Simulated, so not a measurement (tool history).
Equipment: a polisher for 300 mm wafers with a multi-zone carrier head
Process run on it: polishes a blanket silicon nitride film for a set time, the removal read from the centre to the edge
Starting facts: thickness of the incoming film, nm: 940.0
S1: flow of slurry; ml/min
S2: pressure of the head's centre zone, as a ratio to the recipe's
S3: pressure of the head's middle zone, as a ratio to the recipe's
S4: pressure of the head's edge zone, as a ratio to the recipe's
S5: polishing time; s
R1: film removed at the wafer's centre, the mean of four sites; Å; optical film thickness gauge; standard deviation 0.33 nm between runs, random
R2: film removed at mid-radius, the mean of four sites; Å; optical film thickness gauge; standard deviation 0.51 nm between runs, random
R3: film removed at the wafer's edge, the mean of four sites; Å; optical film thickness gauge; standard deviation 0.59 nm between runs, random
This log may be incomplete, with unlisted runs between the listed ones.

run 1 hour=0.0 | S1=135 S2=1.00 S3=1.00 S4=1.00 S5=32 | R1=539.20 R2=531.18 R3=551.44
run 2 hour=3.1 | S1=125 S2=0.97 S3=0.96 S4=0.97 S5=31 | R1=500.46 R2=499.19 R3=499.87
run 3 hour=7.1 | S1=125 S2=0.91 S3=0.96 S4=0.97 S5=31 | R1=468.38 R2=503.56 R3=514.50
run 4 hour=7.6 | S1=95 S2=0.91 S3=0.96 S4=0.97 S5=31 | R1=431.18 R2=452.75 R3=477.01
run 5 hour=13.7 | S1=95 S2=0.91 S3=1.04 S4=0.97 S5=31 | R1=435.91 R2=491.02 R3=485.56
run 6 hour=17.0 | S1=95 S2=0.91 S3=1.04 S4=1.04 S5=31 | R1=433.47 R2=495.56 R3=502.23
run 7 hour=25.7 | S1=90 S2=0.91 S3=1.00 S4=1.03 S5=31 | R1=429.87 R2=472.44 R3=490.40
run 8 hour=26.7 | S1=85 S2=0.91 S3=0.96 S4=1.02 S5=31 | R1=419.12 R2=448.17 R3=481.62
run 9 hour=28.1 | S1=85 S2=0.91 S3=0.94 S4=1.01 S5=31 | R1=421.72 R2=447.89 R3=490.23
run 10 hour=36.8 | S1=85 S2=0.91 S3=0.94 S4=1.01 S5=31 | R1=424.62 R2=440.87 R3=489.60
run 11 hour=41.3 | S1=85 S2=0.91 S3=0.93 S4=0.99 S5=31 | R1=419.36 R2=437.82 R3=474.89

The next listed run, before its measurement:
run 12 hour=48.1 | S1=85 S2=0.91 S3=0.91 S4=0.98 S5=31 | R1=? R2=? R3=?

{"run 12": {"R1": 421.69, "R2": 429.18, "R3": 480.47}}
